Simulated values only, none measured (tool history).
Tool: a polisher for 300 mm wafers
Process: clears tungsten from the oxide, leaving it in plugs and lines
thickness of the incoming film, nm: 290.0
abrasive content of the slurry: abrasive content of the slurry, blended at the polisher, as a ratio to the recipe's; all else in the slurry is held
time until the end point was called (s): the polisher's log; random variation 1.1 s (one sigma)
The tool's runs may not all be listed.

run,hour,flow of slurry (ml/min),pressure of the wafer on the pad (kPa),speed of the pad under the wafer (m/s),abrasive content of the slurry,overpolish time after the end point (s),time until the end point was called (s)
1,0,145,28.3,1.34,1,42,38.562
2,6.8,145,24.1,1.28,1,42,47.881
3,7.9,145,18.6,1.28,1,42,61.58
4,13.9,145,18.6,1.4,1,42,55.905
5,16.2,145,17.2,1.36,1,42,61.606
6,17.2,145,17.2,1.36,1.1,42,61.066

Run 7 comes next. What will it give?
7,19.4,145,15.9,1.34,1.1,42,?

Run 7 gave time until the end point was called (s) 65.906.

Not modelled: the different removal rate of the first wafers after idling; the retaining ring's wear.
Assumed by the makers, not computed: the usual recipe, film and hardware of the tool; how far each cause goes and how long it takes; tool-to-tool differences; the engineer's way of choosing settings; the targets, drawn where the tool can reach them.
